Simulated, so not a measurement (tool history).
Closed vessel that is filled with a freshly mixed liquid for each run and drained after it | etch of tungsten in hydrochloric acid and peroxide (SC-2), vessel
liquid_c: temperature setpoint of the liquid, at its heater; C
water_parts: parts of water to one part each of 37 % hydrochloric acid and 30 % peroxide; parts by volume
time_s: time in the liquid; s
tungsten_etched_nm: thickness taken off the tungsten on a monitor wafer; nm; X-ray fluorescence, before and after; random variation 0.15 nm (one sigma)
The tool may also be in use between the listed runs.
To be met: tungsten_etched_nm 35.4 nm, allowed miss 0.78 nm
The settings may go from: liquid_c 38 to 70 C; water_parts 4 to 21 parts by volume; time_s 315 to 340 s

run,hour,liquid_c,water_parts,time_s,tungsten_etched_nm
1,0,54,11.5,315,65.436
2,5.7,51.5,11.5,315,55.696
3,10.6,51.5,9.5,315,64.943
4,11.9,51.5,9.5,340,70.094
5,16.8,51.5,9.5,340,69.642
# hour 22.8: chemicals flow meter replaced
6,22.8,48.5,9.5,340,52.508
7,24.3,47,9.5,340,47.473
8,25.6,46,9.5,340,44.241
9,29,45,9.5,340,41.709
10,32.8,44.5,9.5,340,39.994
11,37.7,44,9.5,340,38.844
12,38.6,43.5,9.5,340,37.21

5 next moves are on the table. One of them brings every result within its allowed miss. Which?
A,39.5,42.5,9,330,?
B,39.5,38.5,5.5,320,?
C,39.5,43,8.5,325,?
D,39.5,46.5,11,320,?
E,39.5,43,8.5,320,?

move,tungsten_etched_nm
A,35.281
B,37.805
C,37.693
D,38.151
E,37.114
A: meets every target
B: further off than the last run
C: further off than the last run
D: further off than the last run
E: nearer than the last run, and not there yet
The right move is A.
